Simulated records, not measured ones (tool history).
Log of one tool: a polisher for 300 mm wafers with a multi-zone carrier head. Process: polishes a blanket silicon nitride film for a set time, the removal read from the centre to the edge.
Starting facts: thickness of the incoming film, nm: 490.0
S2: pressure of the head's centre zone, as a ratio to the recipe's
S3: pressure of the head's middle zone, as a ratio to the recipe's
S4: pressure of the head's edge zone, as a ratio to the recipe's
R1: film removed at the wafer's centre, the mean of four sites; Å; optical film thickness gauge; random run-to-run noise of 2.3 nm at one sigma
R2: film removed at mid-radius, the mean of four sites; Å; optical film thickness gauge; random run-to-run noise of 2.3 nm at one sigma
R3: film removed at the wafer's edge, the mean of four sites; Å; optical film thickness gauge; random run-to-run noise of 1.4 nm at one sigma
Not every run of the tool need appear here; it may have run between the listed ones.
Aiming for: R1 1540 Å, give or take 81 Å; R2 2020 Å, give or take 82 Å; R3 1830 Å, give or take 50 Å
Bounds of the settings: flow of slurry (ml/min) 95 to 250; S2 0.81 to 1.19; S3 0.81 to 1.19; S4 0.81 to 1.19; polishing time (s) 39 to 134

Run 1, day 0: flow of slurry (ml/min) 160, S2 1, S3 1, S4 1, polishing time (s) 86. Result: R1 1357.1 Å, R2 1336.4 Å, R3 1416.4 Å.
Run 2, day 0.246: flow of slurry (ml/min) 165, S2 0.99, S3 1.02, S4 1.01, polishing time (s) 88. Result: R1 1389.4 Å, R2 1386.9 Å, R3 1443.2 Å.
Run 3, day 0.558: flow of slurry (ml/min) 165, S2 0.9, S3 1.02, S4 1.01, polishing time (s) 88. Result: R1 1278.1 Å, R2 1413 Å, R3 1456.9 Å.
Run 4, day 0.742: flow of slurry (ml/min) 165, S2 0.9, S3 1.02, S4 0.95, polishing time (s) 88. Result: R1 1249.9 Å, R2 1372.7 Å, R3 1426 Å.
Run 5, day 1.008: flow of slurry (ml/min) 170, S2 0.89, S3 1.03, S4 0.97, polishing time (s) 90. Result: R1 1271.6 Å, R2 1446 Å, R3 1461.5 Å.
Run 6, day 1.312: flow of slurry (ml/min) 170, S2 0.89, S3 1.04, S4 0.98, polishing time (s) 92. Result: R1 1300.1 Å, R2 1486.8 Å, R3 1511.3 Å.
Run 7, day 1.421: flow of slurry (ml/min) 175, S2 0.89, S3 1.05, S4 0.99, polishing time (s) 93. Result: R1 1335.9 Å, R2 1524 Å, R3 1549.4 Å.
Run 8, day 1.704: flow of slurry (ml/min) 180, S2 0.89, S3 1.06, S4 0.99, polishing time (s) 94. Result: R1 1335.9 Å, R2 1578.6 Å, R3 1540.1 Å.

4 candidate next runs follow, results not yet known. Just one meets every target within its allowed miss. Identify it.
Run A, day 1.988: flow of slurry (ml/min) 130, S2 0.87, S3 1.17, S4 0.94, polishing time (s) 116. Result: R1 ?, R2 ?, R3 ?.
Run B, day 1.988: flow of slurry (ml/min) 170, S2 0.98, S3 1, S4 1, polishing time (s) 76. Result: R1 ?, R2 ?, R3 ?.
Run C, day 1.988: flow of slurry (ml/min) 160, S2 1.12, S3 0.98, S4 0.98, polishing time (s) 73. Result: R1 ?, R2 ?, R3 ?.
Run D, day 1.988: flow of slurry (ml/min) 175, S2 0.93, S3 1.04, S4 0.95, polishing time (s) 79. Result: R1 ?, R2 ?, R3 ?.

move      R1      R2      R3
   A  1556.6  2011.5  1820.6
   B  1207.3  1203.2  1264.4
   C  1312.3  1124.7  1196.6
   D  1196.8  1299.1  1290.3
A: in spec on every target
B: its largest miss is bigger than the last run's
C: its largest miss is bigger than the last run's
D: its largest miss is bigger than the last run's
Move A is the one to make.

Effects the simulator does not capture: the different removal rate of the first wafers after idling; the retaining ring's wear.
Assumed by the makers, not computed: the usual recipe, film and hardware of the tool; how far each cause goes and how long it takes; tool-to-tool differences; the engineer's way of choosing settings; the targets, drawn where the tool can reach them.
